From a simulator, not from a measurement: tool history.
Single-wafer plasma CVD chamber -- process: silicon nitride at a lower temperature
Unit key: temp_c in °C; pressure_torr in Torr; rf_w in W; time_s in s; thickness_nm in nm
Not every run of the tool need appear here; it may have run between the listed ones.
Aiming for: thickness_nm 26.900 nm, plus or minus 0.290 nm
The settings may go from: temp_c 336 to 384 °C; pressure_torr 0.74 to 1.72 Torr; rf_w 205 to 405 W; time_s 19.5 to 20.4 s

run  hour  temp_c  pressure_torr  rf_w  time_s  thickness_nm
  1   0.0     360           1.23   305    20.4        23.139
  2   2.7     360           1.08   305    20.4        21.905
  3  10.5     360           0.95   305    20.4        20.398
  4  16.0     360           1.03   305    20.4        21.216
  5  23.7     360           1.09   305    20.4        21.875
  6  26.4     360           1.21   305    20.4        22.952
  7  27.6     360           1.25   305    20.4        23.377
  8  35.6     360           1.28   305    20.4        23.596
  9  44.5     360           1.53   320    20.4        26.157

5 candidate next runs follow, results not yet known. Just one meets every target within its allowed miss. Identify it.
  A  53.4     354           1.71   315    20.4             ?
  B  53.4     354           1.51   305    20.4             ?
  C  53.4     360           1.59   325    20.0             ?
  D  53.4     365           1.58   330    19.9             ?
  E  53.4     354           1.45   320    20.0             ?

move  thickness_nm
   A        26.886
   B        25.215
   C        26.146
   D        26.162
   E        25.087
A: each result inside its tolerance
B: misses by more than the last run did
C: no better and no worse than the last run
D: no better and no worse than the last run
E: misses by more than the last run did
The right move is A.
